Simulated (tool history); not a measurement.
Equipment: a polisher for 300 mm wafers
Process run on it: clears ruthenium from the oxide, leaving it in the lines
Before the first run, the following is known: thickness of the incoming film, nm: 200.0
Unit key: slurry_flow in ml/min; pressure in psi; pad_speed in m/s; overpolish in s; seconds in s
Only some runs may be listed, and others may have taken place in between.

run,hour,slurry_flow,pressure,pad_speed,overpolish,seconds
1,0.0,130,2.6,0.90,6,197.12
2,7.8,130,3.2,0.90,6,166.06
3,12.7,155,3.2,0.90,6,163.07
4,15.3,155,3.2,0.90,6,158.52
5,16.8,155,3.2,1.12,6,126.32
6,24.2,155,2.7,1.12,6,149.61
7,25.5,135,2.0,0.86,6,264.93

Forecast run 8:
8,30.4,130,1.3,0.84,6,?

{"run 8": {"seconds": 412.81}}
